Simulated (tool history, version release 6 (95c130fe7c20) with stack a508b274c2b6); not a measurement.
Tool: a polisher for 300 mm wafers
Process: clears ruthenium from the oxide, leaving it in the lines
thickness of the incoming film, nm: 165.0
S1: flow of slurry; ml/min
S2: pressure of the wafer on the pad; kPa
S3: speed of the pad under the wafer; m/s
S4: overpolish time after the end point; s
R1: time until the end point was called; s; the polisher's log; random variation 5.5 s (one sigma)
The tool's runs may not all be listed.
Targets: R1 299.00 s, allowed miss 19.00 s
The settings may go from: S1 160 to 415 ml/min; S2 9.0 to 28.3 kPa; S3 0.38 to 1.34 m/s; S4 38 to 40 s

run  hour   S1    S2    S3  S4      R1
  1   0.0  265  18.6  0.86  38  160.44
  2   1.9  265  17.2  0.84  38  174.38
  3   9.7  330  17.2  0.84  38  175.33
  4  15.7  330  15.9  0.82  38  198.14
  5  21.2  330  15.9  0.70  38  215.90
  6  25.5  330  15.9  0.86  38  183.77
  7  34.1  330  14.5  0.84  38  202.57
  8  38.8  330  13.8  0.82  38  210.44
  9  46.1  325   9.0  0.68  38  379.22
 10  51.8  325   9.7  0.68  38  363.38
 11  58.2  325  10.3  0.68  38  342.06

5 next moves are on the table. One of them brings every result within its allowed miss. Which?
  A  64.6  180  11.0  0.92  40   ?
  B  64.6  355  11.0  0.74  40   ?
  C  64.6  335   9.0  0.60  39   ?
  D  64.6  305  17.2  0.40  40   ?
  E  64.6  405  13.8  0.42  40   ?

move      R1
   A  261.50
   B  297.42
   C  444.90
   D  352.91
   E  408.48
A: takes the result that was furthest off past its target
B: meets every target
C: further off than the last run
D: further off than the last run
E: further off than the last run
The right move is B.

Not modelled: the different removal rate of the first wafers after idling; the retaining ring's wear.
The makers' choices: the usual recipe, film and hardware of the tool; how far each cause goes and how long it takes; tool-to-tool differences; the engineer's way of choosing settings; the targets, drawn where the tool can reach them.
